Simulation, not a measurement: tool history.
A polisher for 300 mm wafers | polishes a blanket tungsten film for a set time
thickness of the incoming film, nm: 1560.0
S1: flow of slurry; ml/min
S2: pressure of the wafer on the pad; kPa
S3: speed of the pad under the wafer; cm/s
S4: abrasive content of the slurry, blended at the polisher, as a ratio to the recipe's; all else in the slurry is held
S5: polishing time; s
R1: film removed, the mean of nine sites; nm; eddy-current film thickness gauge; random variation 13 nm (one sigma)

Run 1, hour 0: S1 225 ml/min, S2 30.3 kPa, S3 136 cm/s, S4 1, S5 97 s. Result: R1 804.32 nm.
Run 2, hour 8.8: S1 225 ml/min, S2 33.1 kPa, S3 136 cm/s, S4 1, S5 97 s. Result: R1 875.12 nm.
Run 3, hour 12.4: S1 225 ml/min, S2 29.6 kPa, S3 136 cm/s, S4 1, S5 97 s. Result: R1 789.46 nm.
Run 4, hour 15.4: S1 225 ml/min, S2 29.6 kPa, S3 104 cm/s, S4 1, S5 97 s. Result: R1 620.89 nm.
Run 5, hour 16.9: S1 225 ml/min, S2 25.5 kPa, S3 104 cm/s, S4 1, S5 97 s. Result: R1 542.52 nm.
Run 6, hour 22: S1 225 ml/min, S2 29.6 kPa, S3 110 cm/s, S4 1, S5 97 s. Result: R1 647.34 nm.
Run 7, hour 28.7: S1 225 ml/min, S2 33.1 kPa, S3 114 cm/s, S4 1, S5 97 s. Result: R1 742.5 nm.
Run 8, hour 30.2: S1 225 ml/min, S2 35.9 kPa, S3 118 cm/s, S4 1, S5 97 s. Result: R1 850.94 nm.
Run 9, hour 31.9: S1 225 ml/min, S2 37.9 kPa, S3 120 cm/s, S4 1, S5 97 s. Result: R1 894.08 nm.

Run 10 comes next. What will it give?
Run 10, hour 40: S1 225 ml/min, S2 39.3 kPa, S3 124 cm/s, S4 1, S5 97 s. Result: R1 ?.

Run 10 gave R1 969.34 nm.
